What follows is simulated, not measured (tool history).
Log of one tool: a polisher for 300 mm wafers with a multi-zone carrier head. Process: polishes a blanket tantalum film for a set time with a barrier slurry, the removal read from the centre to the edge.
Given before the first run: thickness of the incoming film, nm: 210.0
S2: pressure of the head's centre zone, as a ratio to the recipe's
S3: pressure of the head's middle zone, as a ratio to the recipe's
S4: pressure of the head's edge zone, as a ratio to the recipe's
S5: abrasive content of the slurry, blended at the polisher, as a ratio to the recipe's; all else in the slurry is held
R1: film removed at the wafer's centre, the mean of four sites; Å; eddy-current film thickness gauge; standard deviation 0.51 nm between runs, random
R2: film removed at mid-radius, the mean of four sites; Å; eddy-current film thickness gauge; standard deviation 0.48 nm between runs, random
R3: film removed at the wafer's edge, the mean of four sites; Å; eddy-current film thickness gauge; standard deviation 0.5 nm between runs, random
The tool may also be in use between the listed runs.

Run 1, hour 0: flow of slurry (ml/min) 160, S2 1, S3 1, S4 1, S5 1, polishing time (s) 49. Result: R1 740.84 Å, R2 724.55 Å, R3 735.65 Å.
Run 2, hour 3.3: flow of slurry (ml/min) 200, S2 1, S3 1, S4 1, S5 1, polishing time (s) 49. Result: R1 767.07 Å, R2 773.42 Å, R3 742.05 Å.
Run 3, hour 6.4: flow of slurry (ml/min) 200, S2 1, S3 1, S4 1, S5 1, polishing time (s) 57. Result: R1 894.59 Å, R2 871.49 Å, R3 873.08 Å.
Run 4, hour 9.1: flow of slurry (ml/min) 200, S2 1, S3 1, S4 1, S5 0.8, polishing time (s) 57. Result: R1 842.52 Å, R2 820.03 Å, R3 817.93 Å.
Run 5, hour 17.5: flow of slurry (ml/min) 180, S2 0.94, S3 0.96, S4 1.01, S5 0.7, polishing time (s) 50. Result: R1 643.18 Å, R2 674.19 Å, R3 696.13 Å.
Run 6, hour 24.1: flow of slurry (ml/min) 165, S2 0.91, S3 0.91, S4 1, S5 0.65, polishing time (s) 45. Result: R1 534.5 Å, R2 545.16 Å, R3 596.19 Å.
Run 7, hour 27.4: flow of slurry (ml/min) 155, S2 0.88, S3 0.89, S4 0.98, S5 0.6, polishing time (s) 43. Result: R1 485.19 Å, R2 490.81 Å, R3 543.77 Å.
Run 8, hour 28.2: flow of slurry (ml/min) 145, S2 0.86, S3 0.89, S4 0.99, S5 0.55, polishing time (s) 41. Result: R1 439.57 Å, R2 456.3 Å, R3 499.43 Å.
Run 9, hour 30.6: flow of slurry (ml/min) 135, S2 0.84, S3 0.88, S4 1.02, S5 0.55, polishing time (s) 41. Result: R1 421.42 Å, R2 443.77 Å, R3 514.51 Å.

Predict the results of run 10:
Run 10, hour 33.4: flow of slurry (ml/min) 110, S2 0.81, S3 0.88, S4 0.97, S5 0.5, polishing time (s) 39. Result: R1 ?, R2 ?, R3 ?.

R1: 354.39 Å
R2: 387.9 Å
R3: 436.3 Å
